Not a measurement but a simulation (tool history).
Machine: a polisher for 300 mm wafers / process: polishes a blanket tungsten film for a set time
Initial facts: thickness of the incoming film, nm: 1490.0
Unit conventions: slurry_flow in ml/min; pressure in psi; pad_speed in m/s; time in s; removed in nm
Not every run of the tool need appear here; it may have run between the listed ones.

{"run": 1, "hour": 0.0, "slurry_flow": 150, "pressure": 3.8, "pad_speed": 1.24, "slurry_solids": 1.0, "time": 69, "removed": 438.85}
{"run": 2, "hour": 3.7, "slurry_flow": 125, "pressure": 3.8, "pad_speed": 1.24, "slurry_solids": 1.0, "time": 69, "removed": 418.09}
{"run": 3, "hour": 10.4, "slurry_flow": 125, "pressure": 3.8, "pad_speed": 0.98, "slurry_solids": 1.0, "time": 69, "removed": 329.27}
{"run": 4, "hour": 13.4, "slurry_flow": 145, "pressure": 3.8, "pad_speed": 0.98, "slurry_solids": 1.0, "time": 69, "removed": 344.38}
{"run": 5, "hour": 22.3, "slurry_flow": 145, "pressure": 3.8, "pad_speed": 0.98, "slurry_solids": 1.0, "time": 73, "removed": 375.36}
{"run": 6, "hour": 25.3, "slurry_flow": 165, "pressure": 3.8, "pad_speed": 0.98, "slurry_solids": 1.0, "time": 73, "removed": 386.25}
{"run": 7, "hour": 28.4, "slurry_flow": 160, "pressure": 3.6, "pad_speed": 0.98, "slurry_solids": 1.0, "time": 73, "removed": 358.11}

Predict the results of run 8:
{"run": 8, "hour": 29.5, "slurry_flow": 160, "pressure": 3.5, "pad_speed": 0.98, "slurry_solids": 1.0, "time": 73, "removed": "?"}

Run 8 gave removed 347.80 nm.
